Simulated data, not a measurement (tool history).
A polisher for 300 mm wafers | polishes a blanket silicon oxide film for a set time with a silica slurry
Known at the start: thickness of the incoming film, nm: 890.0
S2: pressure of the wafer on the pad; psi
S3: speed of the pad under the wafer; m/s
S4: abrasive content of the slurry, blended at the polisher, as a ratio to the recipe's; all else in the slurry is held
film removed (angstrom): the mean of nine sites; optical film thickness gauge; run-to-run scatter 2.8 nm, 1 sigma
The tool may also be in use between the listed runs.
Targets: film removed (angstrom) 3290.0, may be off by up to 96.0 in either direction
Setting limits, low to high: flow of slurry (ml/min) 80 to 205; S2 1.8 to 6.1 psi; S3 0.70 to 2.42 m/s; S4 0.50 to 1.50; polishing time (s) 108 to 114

Run 1, hour 0.0: flow of slurry (ml/min) 135, S2 3.9 psi, S3 1.56 m/s, S4 1.00, polishing time (s) 108. Result: film removed (angstrom) 5086.0.
Run 2, hour 3.1: flow of slurry (ml/min) 135, S2 3.9 psi, S3 1.56 m/s, S4 1.00, polishing time (s) 114. Result: film removed (angstrom) 5338.2.
Run 3, hour 7.4: flow of slurry (ml/min) 130, S2 3.5 psi, S3 1.56 m/s, S4 1.00, polishing time (s) 114. Result: film removed (angstrom) 4852.9.
Run 4, hour 13.5: flow of slurry (ml/min) 125, S2 3.2 psi, S3 1.56 m/s, S4 1.00, polishing time (s) 114. Result: film removed (angstrom) 4407.4.
Run 5, hour 14.2: flow of slurry (ml/min) 150, S2 3.2 psi, S3 1.56 m/s, S4 1.00, polishing time (s) 114. Result: film removed (angstrom) 4551.4.
Run 6, hour 20.7: flow of slurry (ml/min) 145, S2 3.0 psi, S3 1.56 m/s, S4 1.00, polishing time (s) 114. Result: film removed (angstrom) 4287.4.
Run 7, hour 22.0: flow of slurry (ml/min) 140, S2 2.8 psi, S3 1.56 m/s, S4 1.00, polishing time (s) 114. Result: film removed (angstrom) 4079.1.
Run 8, hour 23.7: flow of slurry (ml/min) 135, S2 2.6 psi, S3 1.56 m/s, S4 1.00, polishing time (s) 114. Result: film removed (angstrom) 3774.3.
Run 9, hour 27.6: flow of slurry (ml/min) 130, S2 2.5 psi, S3 1.56 m/s, S4 1.00, polishing time (s) 114. Result: film removed (angstrom) 3590.8.

4 next moves are on the table. One of them brings every result within its allowed miss. Which?
Run A, hour 31.5: flow of slurry (ml/min) 130, S2 2.6 psi, S3 1.62 m/s, S4 1.05, polishing time (s) 114. Result: film removed (angstrom) ?.
Run B, hour 31.5: flow of slurry (ml/min) 110, S2 2.4 psi, S3 1.98 m/s, S4 0.90, polishing time (s) 114. Result: film removed (angstrom) ?.
Run C, hour 31.5: flow of slurry (ml/min) 145, S2 2.5 psi, S3 1.24 m/s, S4 1.05, polishing time (s) 113. Result: film removed (angstrom) ?.
Run D, hour 31.5: flow of slurry (ml/min) 130, S2 2.5 psi, S3 1.86 m/s, S4 0.95, polishing time (s) 113. Result: film removed (angstrom) ?.

move  film removed (angstrom)
   A                   3930.7
   B                   3801.4
   C                   3264.2
   D                   3961.9
A: moves away from the targets compared with the last run
B: moves away from the targets compared with the last run
C: every result lands within tolerance
D: moves away from the targets compared with the last run
The move that meets every target is C.
